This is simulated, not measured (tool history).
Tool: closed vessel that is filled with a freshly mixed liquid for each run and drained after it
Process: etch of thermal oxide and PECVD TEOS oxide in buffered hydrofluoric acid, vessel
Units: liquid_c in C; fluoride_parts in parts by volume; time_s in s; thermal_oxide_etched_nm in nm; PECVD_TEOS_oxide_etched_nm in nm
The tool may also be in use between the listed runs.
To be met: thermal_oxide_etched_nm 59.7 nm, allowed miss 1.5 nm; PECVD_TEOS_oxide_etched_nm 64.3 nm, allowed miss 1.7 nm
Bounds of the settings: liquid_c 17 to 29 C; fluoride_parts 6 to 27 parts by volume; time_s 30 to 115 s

{"run": 1, "hour": 0.0, "liquid_c": 21, "fluoride_parts": 16.5, "time_s": 60, "thermal_oxide_etched_nm": 36.729, "PECVD_TEOS_oxide_etched_nm": 40.021}
{"run": 2, "hour": 5.3, "liquid_c": 22.5, "fluoride_parts": 16.5, "time_s": 60, "thermal_oxide_etched_nm": 40.205, "PECVD_TEOS_oxide_etched_nm": 43.386}
{"run": 3, "hour": 8.8, "liquid_c": 24, "fluoride_parts": 16.5, "time_s": 60, "thermal_oxide_etched_nm": 43.743, "PECVD_TEOS_oxide_etched_nm": 47.352}
{"run": 4, "hour": 16.4, "liquid_c": 27.5, "fluoride_parts": 16.5, "time_s": 60, "thermal_oxide_etched_nm": 53.243, "PECVD_TEOS_oxide_etched_nm": 56.815}
{"run": 5, "hour": 17.8, "liquid_c": 27.5, "fluoride_parts": 16.5, "time_s": 45, "thermal_oxide_etched_nm": 39.858, "PECVD_TEOS_oxide_etched_nm": 42.96}
{"run": 6, "hour": 20.5, "liquid_c": 27.5, "fluoride_parts": 13, "time_s": 45, "thermal_oxide_etched_nm": 50.743, "PECVD_TEOS_oxide_etched_nm": 54.684}
{"run": 7, "hour": 22.6, "liquid_c": 28, "fluoride_parts": 12.5, "time_s": 45, "thermal_oxide_etched_nm": 53.775, "PECVD_TEOS_oxide_etched_nm": 58.31}
{"run": 8, "hour": 25.2, "liquid_c": 28.5, "fluoride_parts": 12, "time_s": 45, "thermal_oxide_etched_nm": 57.492, "PECVD_TEOS_oxide_etched_nm": 61.893}
{"run": 9, "hour": 27.5, "liquid_c": 28.5, "fluoride_parts": 12, "time_s": 45, "thermal_oxide_etched_nm": 57.415, "PECVD_TEOS_oxide_etched_nm": 61.653}

4 next moves are on the table. One of them brings every result within its allowed miss. Which?
{"run": "A", "hour": 29.8, "liquid_c": 26.5, "fluoride_parts": 7.5, "time_s": 35, "thermal_oxide_etched_nm": "?", "PECVD_TEOS_oxide_etched_nm": "?"}
{"run": "B", "hour": 29.8, "liquid_c": 26.5, "fluoride_parts": 11.5, "time_s": 50, "thermal_oxide_etched_nm": "?", "PECVD_TEOS_oxide_etched_nm": "?"}
{"run": "C", "hour": 29.8, "liquid_c": 28, "fluoride_parts": 10.5, "time_s": 40, "thermal_oxide_etched_nm": "?", "PECVD_TEOS_oxide_etched_nm": "?"}
{"run": "D", "hour": 29.8, "liquid_c": 29, "fluoride_parts": 18.5, "time_s": 75, "thermal_oxide_etched_nm": "?", "PECVD_TEOS_oxide_etched_nm": "?"}

move=A thermal_oxide_etched_nm=62.86 PECVD_TEOS_oxide_etched_nm=67.422
move=B thermal_oxide_etched_nm=60.211 PECVD_TEOS_oxide_etched_nm=64.58
move=C thermal_oxide_etched_nm=57.021 PECVD_TEOS_oxide_etched_nm=61.159
move=D thermal_oxide_etched_nm=64.755 PECVD_TEOS_oxide_etched_nm=69.454
A: takes the result that was furthest off past its target
B: meets every target
C: further off than the last run
D: takes the result that was furthest off past its target
Answer: B
